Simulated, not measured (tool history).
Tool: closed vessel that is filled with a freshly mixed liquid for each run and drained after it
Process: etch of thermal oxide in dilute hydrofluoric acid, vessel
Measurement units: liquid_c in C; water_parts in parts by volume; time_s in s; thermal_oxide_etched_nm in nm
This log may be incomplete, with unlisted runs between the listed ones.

run    day  liquid_c  water_parts  time_s  thermal_oxide_etched_nm
  1      0        24          115     130                    5.157
  2   0.05        23          120     130                   4.7262
  3  0.121      24.5          120     130                   5.0376
  4   0.35      24.5          120     130                   5.0847
  5  0.454      24.5          120     130                   5.0326
  6  0.658      23.5          120     130                   4.8056

What will run 7 give?
  7  0.838        23          120     130                        ?

thermal_oxide_etched_nm: 4.7058 nm

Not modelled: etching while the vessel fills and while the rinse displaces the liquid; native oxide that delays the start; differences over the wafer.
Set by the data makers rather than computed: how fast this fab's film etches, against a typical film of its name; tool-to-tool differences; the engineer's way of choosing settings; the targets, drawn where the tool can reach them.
